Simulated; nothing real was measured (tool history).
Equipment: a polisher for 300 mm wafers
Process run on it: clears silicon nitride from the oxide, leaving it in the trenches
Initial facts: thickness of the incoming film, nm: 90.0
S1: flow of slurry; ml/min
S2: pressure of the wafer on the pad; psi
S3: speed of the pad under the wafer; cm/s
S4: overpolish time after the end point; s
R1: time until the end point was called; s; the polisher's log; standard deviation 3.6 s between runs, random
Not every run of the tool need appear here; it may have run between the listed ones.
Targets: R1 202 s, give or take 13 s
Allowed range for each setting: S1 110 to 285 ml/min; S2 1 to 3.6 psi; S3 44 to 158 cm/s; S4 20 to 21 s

run,hour,S1,S2,S3,S4,R1
1,0,180,2.3,100,20,136.73
2,2.5,180,2.1,98,20,151.51
3,4.4,180,2.1,98,21,149.84
4,13.1,180,1.7,98,21,179.53
5,20.9,180,1.7,98,20,177.97
6,24.9,180,1.1,98,20,242.14
7,28.4,180,1.2,98,20,229.03
8,30.7,180,1.3,98,20,215.82

Pick the move, out of 4, that brings all results within their allowed miss; only one does.
A,33,185,1.3,86,21,?
B,33,135,1.4,108,20,?
C,33,220,1.3,84,20,?
D,33,150,1,114,20,?

move,R1
A,252.11
B,202.65
C,251.64
D,241.32
A: the biggest miss grows against the last run
B: hits every target within its allowed miss
C: the biggest miss grows against the last run
D: the biggest miss grows against the last run
Correct choice: B, which meets every target
